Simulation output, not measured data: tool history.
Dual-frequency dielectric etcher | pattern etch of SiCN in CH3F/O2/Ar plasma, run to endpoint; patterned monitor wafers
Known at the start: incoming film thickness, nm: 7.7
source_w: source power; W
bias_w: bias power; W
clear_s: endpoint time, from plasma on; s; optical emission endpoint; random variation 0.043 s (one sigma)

run  hour  source_w  bias_w  clear_s
  1     0       530      87   16.256
  2   7.5       530      77   17.013
  3     9       500      77   17.554
  4  12.5       540      77   16.768
  5  19.5       500      77    17.47
  6  23.7       560      81   16.173
  7    28       600      83   15.553
  8  30.9       630      86   15.163
  9  32.8       660      89    14.57
 10  36.2       680      91   14.257

The next listed run, before its measurement:
 11  42.7       700      93        ?

Run 11 gave clear_s 13.953 s.
